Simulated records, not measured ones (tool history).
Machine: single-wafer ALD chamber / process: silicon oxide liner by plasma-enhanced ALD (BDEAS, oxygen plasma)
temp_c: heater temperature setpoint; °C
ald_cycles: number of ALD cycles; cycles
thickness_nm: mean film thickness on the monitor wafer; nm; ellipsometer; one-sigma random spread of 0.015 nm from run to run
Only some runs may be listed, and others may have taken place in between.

Run 1, day 0: temp_c 315 °C, ald_cycles 69 cycles. Result: thickness_nm 6.0196 nm.
Run 2, day 0.262: temp_c 320 °C, ald_cycles 69 cycles. Result: thickness_nm 5.9832 nm.
Run 3, day 0.425: temp_c 315 °C, ald_cycles 69 cycles. Result: thickness_nm 6.0395 nm.
Run 4, day 0.679: temp_c 315 °C, ald_cycles 63 cycles. Result: thickness_nm 5.489 nm.
Run 5, day 1.038: temp_c 320 °C, ald_cycles 63 cycles. Result: thickness_nm 5.4635 nm.
Run 6, day 1.271: temp_c 320 °C, ald_cycles 69 cycles. Result: thickness_nm 5.9741 nm.
Run 7, day 1.479: temp_c 320 °C, ald_cycles 69 cycles. Result: thickness_nm 5.9955 nm.
Run 8, day 1.688: temp_c 320 °C, ald_cycles 67 cycles. Result: thickness_nm 5.7925 nm.

Run 9 has not been measured yet. What should we expect?
Run 9, day 1.883: temp_c 320 °C, ald_cycles 66 cycles. Result: thickness_nm ?.

thickness_nm: 5.6892 nm
